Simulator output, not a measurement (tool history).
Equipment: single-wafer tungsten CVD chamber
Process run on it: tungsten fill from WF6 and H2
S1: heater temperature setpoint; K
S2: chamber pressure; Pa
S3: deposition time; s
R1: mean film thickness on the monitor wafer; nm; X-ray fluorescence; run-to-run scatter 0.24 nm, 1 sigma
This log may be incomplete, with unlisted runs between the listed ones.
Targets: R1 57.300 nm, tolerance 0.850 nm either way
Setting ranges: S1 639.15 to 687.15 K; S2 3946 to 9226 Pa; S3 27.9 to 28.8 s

run  hour      S1    S2    S3      R1
  1   0.0  663.15  6586  27.9  85.369
  2   7.7  663.15  6079  27.9  81.877
  3  12.4  669.15  6079  27.9  92.885
  4  16.2  664.15  6079  27.9  83.213
  5  21.5  664.15  6079  27.9  83.845
  6  28.4  661.15  6066  27.9  78.486
  7  34.3  659.15  6066  27.9  74.365
  8  41.3  657.15  6066  27.9  71.901
  9  43.3  655.15  6066  27.9  68.035
 10  48.8  645.15  6039  27.9  54.025

Below are 5 possible settings for the next run. Only one of them brings all results inside the allowed miss of their targets. Which is it?
  A  54.3  644.15  5520  28.6   ?
  B  54.3  647.15  6186  28.8   ?
  C  54.3  649.15  5520  28.8   ?
  D  54.3  643.15  7173  28.6   ?
  E  54.3  641.15  6173  28.3   ?

move      R1
   A  52.087
   B  59.642
   C  59.138
   D  57.711
   E  50.584
A: further off than the last run
B: moves the result that the last run missed by most past its target, out the other side
C: moves the result that the last run missed by most past its target, out the other side
D: all results land within tolerance of their targets
E: further off than the last run
Go with D: it meets all targets.
